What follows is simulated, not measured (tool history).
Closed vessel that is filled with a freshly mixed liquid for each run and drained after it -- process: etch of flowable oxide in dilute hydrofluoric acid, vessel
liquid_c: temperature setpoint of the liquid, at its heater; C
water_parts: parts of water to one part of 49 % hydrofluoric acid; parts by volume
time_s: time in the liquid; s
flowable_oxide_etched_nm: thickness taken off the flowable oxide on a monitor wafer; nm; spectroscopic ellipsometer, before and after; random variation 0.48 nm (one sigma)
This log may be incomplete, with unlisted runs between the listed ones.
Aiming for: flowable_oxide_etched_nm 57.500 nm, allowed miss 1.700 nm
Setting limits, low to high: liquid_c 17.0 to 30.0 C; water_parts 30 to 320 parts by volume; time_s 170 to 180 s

run	day	liquid_c	water_parts	time_s	flowable_oxide_etched_nm
1	0.000	22.0	175	170	35.094
2	0.075	19.0	175	170	31.060
3	0.392	21.0	170	170	34.951
4	0.671	22.5	165	170	37.900
5	0.975	24.0	160	170	42.595
6	1.058	21.0	160	170	36.934
7	1.088	22.5	155	170	41.244
8	1.254	24.0	155	170	44.384
9	1.571	25.0	155	170	45.472
10	1.838	26.0	155	170	46.991
11	1.996	26.5	155	170	47.897
12	2.325	27.0	155	170	48.882
13	2.533	27.5	155	170	50.102
14	2.904	28.0	155	170	50.208
15	2.933	28.5	155	170	52.233

Pick the move, out of 4, that brings all results within their allowed miss; only one does.
A	2.962	30.0	175	170	?
B	2.962	27.5	130	170	?
C	2.962	29.5	155	180	?
D	2.962	27.0	155	175	?

move	flowable_oxide_etched_nm
A	46.857
B	60.986
C	56.450
D	50.100
A: its largest miss is bigger than the last run's
B: takes the biggest miss from the last run beyond its target
C: meets every target
D: its largest miss is bigger than the last run's
Answer: C
